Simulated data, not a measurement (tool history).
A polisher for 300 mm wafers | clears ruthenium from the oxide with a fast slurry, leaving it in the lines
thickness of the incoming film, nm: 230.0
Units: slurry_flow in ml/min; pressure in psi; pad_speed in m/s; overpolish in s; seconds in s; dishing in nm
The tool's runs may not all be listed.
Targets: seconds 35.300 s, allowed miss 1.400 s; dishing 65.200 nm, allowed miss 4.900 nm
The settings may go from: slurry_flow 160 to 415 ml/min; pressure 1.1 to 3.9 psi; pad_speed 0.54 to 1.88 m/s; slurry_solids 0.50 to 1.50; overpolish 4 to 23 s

run,day,slurry_flow,pressure,pad_speed,slurry_solids,overpolish,seconds,dishing
1,0.000,265,2.5,1.20,1.00,12,56.761,39.512
2,0.338,265,2.9,1.20,1.00,12,47.863,44.088
3,0.442,265,3.1,1.20,1.00,13,45.572,49.625
4,0.596,265,3.1,1.20,0.90,13,48.084,48.255
5,0.683,265,3.3,1.20,0.90,13,44.452,52.772
6,0.750,310,3.3,1.20,0.90,13,43.776,52.141
7,0.825,310,3.5,1.20,0.90,13,41.742,53.978
8,0.938,310,3.6,1.22,0.90,13,39.642,56.192
9,1.100,310,3.7,1.22,0.90,13,38.179,56.825
10,1.258,310,3.8,1.22,0.90,13,37.813,58.425
11,1.550,310,3.8,1.24,0.90,13,36.970,59.088

4 next moves are on the table. One of them brings every result within its allowed miss. Which?
A,1.842,250,3.9,1.24,0.95,11,?,?
B,1.842,265,3.4,1.52,0.85,14,?,?
C,1.842,255,3.3,1.40,1.05,18,?,?
D,1.842,325,3.9,1.36,0.80,19,?,?

move,seconds,dishing
A,35.244,54.803
B,34.817,67.294
C,35.119,80.965
D,34.520,85.268
A: further off than the last run
B: meets every target
C: takes the result that was furthest off past its target
D: takes the result that was furthest off past its target
The right move is B.
